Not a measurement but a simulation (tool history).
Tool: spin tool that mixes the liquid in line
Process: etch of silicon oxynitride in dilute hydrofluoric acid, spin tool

| run | hour | temperature setpoint of the liquid (C) | parts of water to one part of 49 % hydrofluoric acid (parts by volume) | time under the liquid (s) | thickness taken off the silicon oxynitride on a monitor wafer (nm) |
|---|---|---|---|---|---|
| 1 | 0.0 | 21.0 | 140 | 100 | 1.2139 |
| 2 | 2.4 | 22.0 | 130 | 100 | 1.3458 |
| 3 | 5.5 | 22.5 | 120 | 100 | 1.4863 |
| 4 | 12.1 | 22.5 | 120 | 100 | 1.4931 |
| 5 | 15.1 | 24.0 | 120 | 100 | 1.6517 |
| 6 | 20.7 | 24.5 | 110 | 100 | 1.8379 |
| 7 | 25.5 | 24.5 | 110 | 100 | 1.8554 |

Expected results for the next run?
| 8 | 29.8 | 25.0 | 105 | 100 | ? |

{"run 8": {"thickness taken off the silicon oxynitride on a monitor wafer (nm)": 1.9745}}
